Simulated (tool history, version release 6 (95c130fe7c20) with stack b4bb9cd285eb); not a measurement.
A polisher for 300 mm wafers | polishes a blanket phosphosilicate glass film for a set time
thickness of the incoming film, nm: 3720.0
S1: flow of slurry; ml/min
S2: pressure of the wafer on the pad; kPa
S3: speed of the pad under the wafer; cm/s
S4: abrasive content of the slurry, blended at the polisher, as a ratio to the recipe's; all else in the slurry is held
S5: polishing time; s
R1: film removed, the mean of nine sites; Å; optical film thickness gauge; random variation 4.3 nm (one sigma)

{"run": 1, "hour": 0.0, "S1": 300, "S2": 23.4, "S3": 104, "S4": 1, "S5": 51, "R1": 3900.4}
{"run": 2, "hour": 4.3, "S1": 300, "S2": 24.8, "S3": 104, "S4": 1, "S5": 51, "R1": 4045.4}
{"run": 3, "hour": 11.1, "S1": 235, "S2": 24.8, "S3": 104, "S4": 1, "S5": 51, "R1": 3940.9}
{"run": 4, "hour": 19.2, "S1": 235, "S2": 24.8, "S3": 104, "S4": 1, "S5": 54, "R1": 4115.8}
{"run": 5, "hour": 23.7, "S1": 235, "S2": 24.8, "S3": 118, "S4": 1, "S5": 54, "R1": 4584.9}
{"run": 6, "hour": 29.2, "S1": 250, "S2": 25.5, "S3": 118, "S4": 1, "S5": 54, "R1": 4678.8}
{"run": 7, "hour": 35.4, "S1": 260, "S2": 26.2, "S3": 118, "S4": 1, "S5": 54, "R1": 4800.3}
{"run": 8, "hour": 43.2, "S1": 260, "S2": 33.1, "S3": 118, "S4": 1, "S5": 54, "R1": 5563.7}

Forecast run 9:
{"run": 9, "hour": 52.0, "S1": 265, "S2": 33.8, "S3": 118, "S4": 1, "S5": 54, "R1": "?"}

R1: 5694.2 Å
